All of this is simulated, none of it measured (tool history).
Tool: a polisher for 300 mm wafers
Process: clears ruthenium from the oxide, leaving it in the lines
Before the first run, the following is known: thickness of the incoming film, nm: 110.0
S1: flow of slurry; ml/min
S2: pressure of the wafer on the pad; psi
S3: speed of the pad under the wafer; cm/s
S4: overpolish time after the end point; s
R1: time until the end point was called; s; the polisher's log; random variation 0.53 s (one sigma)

Run 1, hour 0.0: S1 170 ml/min, S2 2.8 psi, S3 90 cm/s, S4 44 s. Result: R1 69.516 s.
Run 2, hour 3.6: S1 170 ml/min, S2 3.1 psi, S3 90 cm/s, S4 44 s. Result: R1 66.368 s.
Run 3, hour 6.1: S1 170 ml/min, S2 3.8 psi, S3 90 cm/s, S4 44 s. Result: R1 55.804 s.
Run 4, hour 10.4: S1 170 ml/min, S2 4.0 psi, S3 92 cm/s, S4 44 s. Result: R1 52.336 s.
Run 5, hour 11.5: S1 170 ml/min, S2 4.0 psi, S3 92 cm/s, S4 47 s. Result: R1 52.996 s.
Run 6, hour 15.2: S1 155 ml/min, S2 4.0 psi, S3 92 cm/s, S4 47 s. Result: R1 52.503 s.
Run 7, hour 17.2: S1 155 ml/min, S2 4.4 psi, S3 94 cm/s, S4 47 s. Result: R1 49.611 s.

For run 8, what comes out?
Run 8, hour 21.2: S1 160 ml/min, S2 4.4 psi, S3 96 cm/s, S4 47 s. Result: R1 ?.

{"run 8": {"R1": 47.624}}

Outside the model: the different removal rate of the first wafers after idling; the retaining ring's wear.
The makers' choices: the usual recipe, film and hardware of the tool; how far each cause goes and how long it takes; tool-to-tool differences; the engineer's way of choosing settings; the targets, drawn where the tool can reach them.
